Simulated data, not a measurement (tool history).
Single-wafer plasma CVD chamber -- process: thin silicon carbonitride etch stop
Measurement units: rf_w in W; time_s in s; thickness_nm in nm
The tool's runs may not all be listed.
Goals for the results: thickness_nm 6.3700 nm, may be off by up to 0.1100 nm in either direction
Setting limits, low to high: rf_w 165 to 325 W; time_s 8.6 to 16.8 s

| run | day | rf_w | time_s | thickness_nm |
|---|---|---|---|---|
| 1 | 0.000 | 245 | 12.7 | 7.6760 |
| 2 | 0.262 | 235 | 12.4 | 7.4494 |
| 3 | 0.479 | 225 | 12.1 | 7.2273 |
| 4 | 0.758 | 200 | 12.1 | 7.0755 |
| 5 | 1.083 | 225 | 12.1 | 7.2430 |
| 6 | 1.350 | 260 | 12.1 | 7.4332 |
| 7 | 1.533 | 250 | 11.8 | 7.1393 |
| 8 | 1.904 | 210 | 11.4 | 6.6858 |
| 9 | 2.058 | 205 | 11.3 | 6.6440 |
| 10 | 2.146 | 200 | 11.2 | 6.5472 |
| 11 | 2.479 | 195 | 11.2 | 6.5263 |
| 12 | 2.529 | 190 | 11.2 | 6.4665 |

Below are 4 possible settings for the next run. Only one of them brings all results inside the allowed miss of their targets. Which is it?
| A | 2.579 | 225 | 10.7 | ? |
| B | 2.579 | 230 | 11.0 | ? |
| C | 2.579 | 170 | 11.9 | ? |
| D | 2.579 | 165 | 11.7 | ? |

| move | thickness_nm |
|---|---|
| A | 6.3845 |
| B | 6.5887 |
| C | 6.7825 |
| D | 6.6384 |
A: in spec on every target
B: moves away from the targets compared with the last run
C: moves away from the targets compared with the last run
D: moves away from the targets compared with the last run
Go with A: it meets all targets.

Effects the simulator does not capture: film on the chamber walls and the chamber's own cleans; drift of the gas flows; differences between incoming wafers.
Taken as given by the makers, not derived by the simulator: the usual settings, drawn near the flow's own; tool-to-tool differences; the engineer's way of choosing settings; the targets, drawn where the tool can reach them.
